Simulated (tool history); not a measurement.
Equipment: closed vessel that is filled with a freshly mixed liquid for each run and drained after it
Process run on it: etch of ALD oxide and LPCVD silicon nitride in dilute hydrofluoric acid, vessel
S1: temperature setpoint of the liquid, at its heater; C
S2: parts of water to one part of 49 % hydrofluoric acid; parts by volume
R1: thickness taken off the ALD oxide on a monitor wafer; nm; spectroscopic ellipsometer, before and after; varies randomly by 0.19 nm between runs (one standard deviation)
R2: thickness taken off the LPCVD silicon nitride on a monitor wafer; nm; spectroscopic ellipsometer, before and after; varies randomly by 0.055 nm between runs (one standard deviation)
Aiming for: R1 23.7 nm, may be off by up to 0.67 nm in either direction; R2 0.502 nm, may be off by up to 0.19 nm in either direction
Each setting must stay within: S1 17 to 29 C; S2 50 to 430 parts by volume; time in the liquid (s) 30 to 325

Run 1, hour 0: S1 21 C, S2 240 parts by volume, time in the liquid (s) 165. Result: R1 13.432 nm, R2 0.26442 nm.
Run 2, hour 2.8: S1 21 C, S2 290 parts by volume, time in the liquid (s) 165. Result: R1 10.805 nm, R2 0.22589 nm.
Run 3, hour 10.3: S1 21 C, S2 290 parts by volume, time in the liquid (s) 95. Result: R1 6.2408 nm, R2 0.1581 nm.
Run 4, hour 16.3: S1 21 C, S2 245 parts by volume, time in the liquid (s) 95. Result: R1 7.6078 nm, R2 0.1892 nm.
Run 5, hour 20.1: S1 22.5 C, S2 190 parts by volume, time in the liquid (s) 95. Result: R1 11.016 nm, R2 0.25111 nm.
At hour 25.2: thermometer replaced.
Run 6, hour 25.2: S1 22.5 C, S2 125 parts by volume, time in the liquid (s) 95. Result: R1 16.978 nm, R2 0.31429 nm.
Run 7, hour 27.4: S1 24 C, S2 120 parts by volume, time in the liquid (s) 95. Result: R1 18.669 nm, R2 0.39491 nm.
Run 8, hour 35.8: S1 27.5 C, S2 90 parts by volume, time in the liquid (s) 95. Result: R1 29.868 nm, R2 0.55119 nm.

Next run, 5 choices. One meets every target within its allowed miss, the rest don't. Which?
Run A, hour 44.2: S1 26.5 C, S2 180 parts by volume, time in the liquid (s) 160. Result: R1 ?, R2 ?.
Run B, hour 44.2: S1 29 C, S2 230 parts by volume, time in the liquid (s) 245. Result: R1 ?, R2 ?.
Run C, hour 44.2: S1 29 C, S2 120 parts by volume, time in the liquid (s) 100. Result: R1 ?, R2 ?.
Run D, hour 44.2: S1 19 C, S2 50 parts by volume, time in the liquid (s) 100. Result: R1 ?, R2 ?.
Run E, hour 44.2: S1 28 C, S2 175 parts by volume, time in the liquid (s) 170. Result: R1 ?, R2 ?.

move      R1       R2
   A  21.672  0.45642
   B  26.767   0.6356
   C  24.007  0.50111
   D  42.156  0.61108
   E  25.156  0.54745
A: takes the biggest miss from the last run beyond its target
B: better than the last run, though not everything is in spec
C: hits every target within its allowed miss
D: lands further from the targets than the last run did
E: better than the last run, though not everything is in spec
So the answer is move C, the one that meets all the targets.
